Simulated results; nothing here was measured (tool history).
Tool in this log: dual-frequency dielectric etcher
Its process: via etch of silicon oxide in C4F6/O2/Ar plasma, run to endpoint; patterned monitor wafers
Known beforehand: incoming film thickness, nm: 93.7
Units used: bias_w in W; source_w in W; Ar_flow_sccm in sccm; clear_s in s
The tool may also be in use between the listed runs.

Run 1, day 0: bias_w 362 W, source_w 440 W, Ar_flow_sccm 408 sccm. Result: clear_s 21.499 s.
Run 2, day 0.321: bias_w 340 W, source_w 410 W, Ar_flow_sccm 416 sccm. Result: clear_s 23.053 s.
Run 3, day 0.362: bias_w 276 W, source_w 410 W, Ar_flow_sccm 416 sccm. Result: clear_s 24.817 s.
Run 4, day 0.688: bias_w 267 W, source_w 400 W, Ar_flow_sccm 420 sccm. Result: clear_s 25.74 s.
Run 5, day 0.779: bias_w 260 W, source_w 390 W, Ar_flow_sccm 422 sccm. Result: clear_s 26.151 s.
Run 6, day 0.854: bias_w 254 W, source_w 380 W, Ar_flow_sccm 424 sccm. Result: clear_s 27.2 s.

What will run 7 give?
Run 7, day 1.221: bias_w 250 W, source_w 380 W, Ar_flow_sccm 425 sccm. Result: clear_s ?.

Run 7 came out at clear_s 26.524 s.
